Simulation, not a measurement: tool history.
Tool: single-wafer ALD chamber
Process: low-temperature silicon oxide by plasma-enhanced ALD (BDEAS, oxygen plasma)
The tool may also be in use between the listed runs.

run	hour	heater temperature setpoint (deg C)	number of ALD cycles (cycles)	mean film thickness on the monitor wafer (nm)
1	0.0	85	44	6.5694
2	2.4	83	45	6.7276
3	4.1	92	45	6.5171
4	6.0	92	41	5.9208
5	7.4	89	42	6.1435
6	12.4	86	43	6.3592
7	19.5	84	44	6.5632
8	24.8	82	45	6.7955

What does the tool deliver on the next run?
9	30.8	80	45	?

mean film thickness on the monitor wafer (nm): 6.8259

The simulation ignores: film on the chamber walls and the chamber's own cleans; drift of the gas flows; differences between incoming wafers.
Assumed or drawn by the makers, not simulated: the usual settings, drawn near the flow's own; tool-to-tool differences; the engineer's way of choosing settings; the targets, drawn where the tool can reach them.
